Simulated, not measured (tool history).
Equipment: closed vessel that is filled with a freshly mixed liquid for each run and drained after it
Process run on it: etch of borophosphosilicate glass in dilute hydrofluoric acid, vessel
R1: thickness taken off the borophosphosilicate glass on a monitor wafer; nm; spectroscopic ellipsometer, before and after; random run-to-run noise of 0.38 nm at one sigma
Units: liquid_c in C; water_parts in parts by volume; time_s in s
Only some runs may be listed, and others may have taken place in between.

{"run": 1, "hour": 0.0, "liquid_c": 23, "water_parts": 275, "time_s": 280, "R1": 50.14}
{"run": 2, "hour": 9.0, "liquid_c": 24.5, "water_parts": 275, "time_s": 280, "R1": 52.993}
{"run": 3, "hour": 13.0, "liquid_c": 23, "water_parts": 280, "time_s": 280, "R1": 49.439}
{"run": 4, "hour": 16.3, "liquid_c": 23, "water_parts": 280, "time_s": 280, "R1": 48.636}
{"run": 5, "hour": 23.8, "liquid_c": 23, "water_parts": 375, "time_s": 280, "R1": 33.935}
{"run": 6, "hour": 26.3, "liquid_c": 24, "water_parts": 375, "time_s": 280, "R1": 34.454}
{"run": 7, "hour": 32.5, "liquid_c": 25, "water_parts": 375, "time_s": 280, "R1": 35.502}

Expected results for the next run?
{"run": 8, "hour": 34.0, "liquid_c": 25.5, "water_parts": 375, "time_s": 280, "R1": "?"}

{"run 8": {"R1": 36.404}}
